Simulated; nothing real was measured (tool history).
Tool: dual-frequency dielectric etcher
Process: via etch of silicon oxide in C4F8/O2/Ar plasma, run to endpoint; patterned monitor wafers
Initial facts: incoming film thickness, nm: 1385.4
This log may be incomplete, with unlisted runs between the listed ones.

Run 1, hour 0: source power (W) 1740, bias power (W) 1746. Result: endpoint time (s) 294.38.
Run 2, hour 1.3: source power (W) 1670, bias power (W) 1725. Result: endpoint time (s) 301.04.
Run 3, hour 2.2: source power (W) 1610, bias power (W) 1709. Result: endpoint time (s) 308.98.
Run 4, hour 5.3: source power (W) 1810, bias power (W) 1709. Result: endpoint time (s) 291.4.
Run 5, hour 11.1: source power (W) 1740, bias power (W) 1693. Result: endpoint time (s) 298.93.
Run 6, hour 17.6: source power (W) 1970, bias power (W) 1693. Result: endpoint time (s) 282.25.
Run 7, hour 21.1: source power (W) 1880, bias power (W) 1670. Result: endpoint time (s) 290.06.
Run 8, hour 23.3: source power (W) 1810, bias power (W) 1652. Result: endpoint time (s) 290.23.
Run 9, hour 27.7: source power (W) 1720, bias power (W) 1656. Result: endpoint time (s) 300.7.

Predict the results of run 10:
Run 10, hour 31.7: source power (W) 1660, bias power (W) 1640. Result: endpoint time (s) ?.

endpoint time (s): 304.68

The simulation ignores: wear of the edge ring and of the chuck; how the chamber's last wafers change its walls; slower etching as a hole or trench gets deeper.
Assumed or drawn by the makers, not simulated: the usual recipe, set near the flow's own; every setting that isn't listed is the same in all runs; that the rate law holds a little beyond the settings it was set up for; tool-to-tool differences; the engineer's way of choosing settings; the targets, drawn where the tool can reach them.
